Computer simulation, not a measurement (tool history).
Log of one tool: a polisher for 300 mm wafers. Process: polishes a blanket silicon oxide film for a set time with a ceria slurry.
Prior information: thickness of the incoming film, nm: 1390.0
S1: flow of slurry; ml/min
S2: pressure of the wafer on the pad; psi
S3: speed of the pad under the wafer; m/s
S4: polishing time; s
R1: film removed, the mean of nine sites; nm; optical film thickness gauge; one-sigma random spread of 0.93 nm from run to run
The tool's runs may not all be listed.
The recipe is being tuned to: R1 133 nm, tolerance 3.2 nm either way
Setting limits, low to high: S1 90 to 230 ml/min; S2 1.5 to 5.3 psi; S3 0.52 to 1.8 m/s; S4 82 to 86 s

Run 1, hour 0: S1 150 ml/min, S2 3.4 psi, S3 1.16 m/s, S4 82 s. Result: R1 373.47 nm.
Run 2, hour 4.8: S1 150 ml/min, S2 3.4 psi, S3 1.06 m/s, S4 82 s. Result: R1 334.09 nm.
Run 3, hour 7.1: S1 145 ml/min, S2 3.2 psi, S3 1.02 m/s, S4 82 s. Result: R1 307.28 nm.
Run 4, hour 14.3: S1 125 ml/min, S2 3.2 psi, S3 1.02 m/s, S4 82 s. Result: R1 299.52 nm.
Run 5, hour 22.5: S1 125 ml/min, S2 2.7 psi, S3 1.02 m/s, S4 82 s. Result: R1 253.49 nm.
Run 6, hour 30.8: S1 125 ml/min, S2 2.7 psi, S3 1.16 m/s, S4 82 s. Result: R1 290.09 nm.
Run 7, hour 37.2: S1 125 ml/min, S2 2.6 psi, S3 1.12 m/s, S4 82 s. Result: R1 269.57 nm.
Run 8, hour 38.5: S1 125 ml/min, S2 2.5 psi, S3 1.08 m/s, S4 82 s. Result: R1 252.58 nm.
Run 9, hour 46.5: S1 125 ml/min, S2 2.4 psi, S3 1.04 m/s, S4 82 s. Result: R1 233.87 nm.
Run 10, hour 54.8: S1 100 ml/min, S2 1.5 psi, S3 0.72 m/s, S4 82 s. Result: R1 102.9 nm.

5 candidate next runs follow, results not yet known. Just one meets every target within its allowed miss. Identify it.
Run A, hour 63.1: S1 95 ml/min, S2 2.4 psi, S3 0.6 m/s, S4 82 s. Result: R1 ?.
Run B, hour 63.1: S1 110 ml/min, S2 1.7 psi, S3 0.84 m/s, S4 85 s. Result: R1 ?.
Run C, hour 63.1: S1 95 ml/min, S2 1.9 psi, S3 0.78 m/s, S4 85 s. Result: R1 ?.
Run D, hour 63.1: S1 125 ml/min, S2 1.8 psi, S3 0.64 m/s, S4 85 s. Result: R1 ?.
Run E, hour 63.1: S1 125 ml/min, S2 1.5 psi, S3 0.84 m/s, S4 84 s. Result: R1 ?.

move      R1
   A  131.04
   B  140.49
   C  140.88
   D  116.52
   E  126.95
A: every result within its allowed miss
B: the result that was furthest off in the last run now lies on the other side of its target
C: the result that was furthest off in the last run now lies on the other side of its target
D: nearer the targets than the last run, but a result is still out of spec
E: nearer the targets than the last run, but a result is still out of spec
So the answer is move A, the one that meets all the targets.
